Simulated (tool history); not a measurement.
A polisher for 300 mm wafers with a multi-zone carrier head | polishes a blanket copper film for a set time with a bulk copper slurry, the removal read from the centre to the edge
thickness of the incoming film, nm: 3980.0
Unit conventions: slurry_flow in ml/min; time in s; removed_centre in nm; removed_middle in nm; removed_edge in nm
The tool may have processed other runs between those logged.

| run | hour | slurry_flow | centre_zone | middle_zone | edge_zone | slurry_solids | time | removed_centre | removed_middle | removed_edge |
|---|---|---|---|---|---|---|---|---|---|---|
| 1 | 0 | 250 | 1 | 1 | 1 | 1 | 85 | 396.67 | 401.36 | 395.33 |
| 2 | 4.8 | 250 | 0.96 | 1 | 1 | 1 | 85 | 389.44 | 406.04 | 395.73 |
| 3 | 8.4 | 250 | 0.96 | 1 | 1 | 1 | 70 | 311.72 | 329.78 | 324.75 |
| 4 | 14.6 | 250 | 0.96 | 1 | 1 | 1 | 51 | 230.26 | 246.55 | 238.57 |
| 5 | 15.7 | 260 | 0.97 | 1 | 1.03 | 1.1 | 56 | 263.09 | 275.54 | 266.35 |
| 6 | 21 | 255 | 0.97 | 0.99 | 1.04 | 1.15 | 61 | 284.36 | 298.41 | 300.76 |
| 7 | 29.9 | 260 | 0.99 | 1 | 1.06 | 1.2 | 64 | 310.52 | 317.06 | 319.12 |

Expected results for the next run?
| 8 | 35.9 | 270 | 1.01 | 1.02 | 1.16 | 1.45 | 87 | ? | ? | ? |

removed_centre: 458.62 nm
removed_middle: 469.44 nm
removed_edge: 472.58 nm
